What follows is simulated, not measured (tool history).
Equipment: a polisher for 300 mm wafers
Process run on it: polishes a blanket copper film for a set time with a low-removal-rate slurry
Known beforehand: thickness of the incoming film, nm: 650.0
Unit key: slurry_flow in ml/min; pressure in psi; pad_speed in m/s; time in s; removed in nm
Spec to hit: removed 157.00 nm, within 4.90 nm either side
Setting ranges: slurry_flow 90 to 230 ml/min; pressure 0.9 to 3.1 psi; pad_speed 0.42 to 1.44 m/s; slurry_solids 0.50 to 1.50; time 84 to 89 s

run 1 hour=0.0 | slurry_flow=150 pressure=2.0 pad_speed=0.92 slurry_solids=1.00 time=84 | removed=138.35
run 2 hour=8.7 | slurry_flow=150 pressure=2.0 pad_speed=0.92 slurry_solids=0.85 time=84 | removed=133.10
run 3 hour=15.9 | slurry_flow=150 pressure=2.0 pad_speed=0.92 slurry_solids=0.70 time=84 | removed=123.86
run 4 hour=21.5 | slurry_flow=155 pressure=2.0 pad_speed=0.92 slurry_solids=0.70 time=84 | removed=126.19
run 5 hour=26.6 | slurry_flow=160 pressure=2.0 pad_speed=0.92 slurry_solids=0.70 time=84 | removed=126.21
run 6 hour=30.8 | slurry_flow=160 pressure=2.0 pad_speed=0.70 slurry_solids=0.70 time=84 | removed=101.07
run 7 hour=35.6 | slurry_flow=160 pressure=2.0 pad_speed=0.70 slurry_solids=0.70 time=84 | removed=101.77
run 8 hour=38.3 | slurry_flow=185 pressure=2.6 pad_speed=0.72 slurry_solids=0.70 time=84 | removed=127.37
run 9 hour=43.9 | slurry_flow=185 pressure=2.7 pad_speed=0.72 slurry_solids=0.70 time=84 | removed=131.66
run 10 hour=51.3 | slurry_flow=185 pressure=2.9 pad_speed=0.74 slurry_solids=0.70 time=84 | removed=143.74
run 11 hour=57.2 | slurry_flow=200 pressure=3.1 pad_speed=0.74 slurry_solids=0.70 time=84 | removed=149.67

Below are 5 possible settings for the next run. Only one of them brings all results inside the allowed miss of their targets. Which is it?
run A hour=63.1 | slurry_flow=180 pressure=3.1 pad_speed=0.72 slurry_solids=0.55 time=89 | removed=?
run B hour=63.1 | slurry_flow=230 pressure=3.1 pad_speed=0.80 slurry_solids=0.50 time=87 | removed=?
run C hour=63.1 | slurry_flow=215 pressure=3.1 pad_speed=0.78 slurry_solids=0.70 time=89 | removed=?
run D hour=63.1 | slurry_flow=190 pressure=3.0 pad_speed=0.88 slurry_solids=0.80 time=84 | removed=?
run E hour=63.1 | slurry_flow=205 pressure=2.9 pad_speed=0.72 slurry_solids=0.70 time=87 | removed=?

move=A removed=147.79
move=B removed=159.33
move=C removed=170.27
move=D removed=175.63
move=E removed=147.31
A: lands further from the targets than the last run did
B: all results land within tolerance of their targets
C: takes the biggest miss from the last run beyond its target
D: takes the biggest miss from the last run beyond its target
E: lands further from the targets than the last run did
Correct choice: B, which meets every target
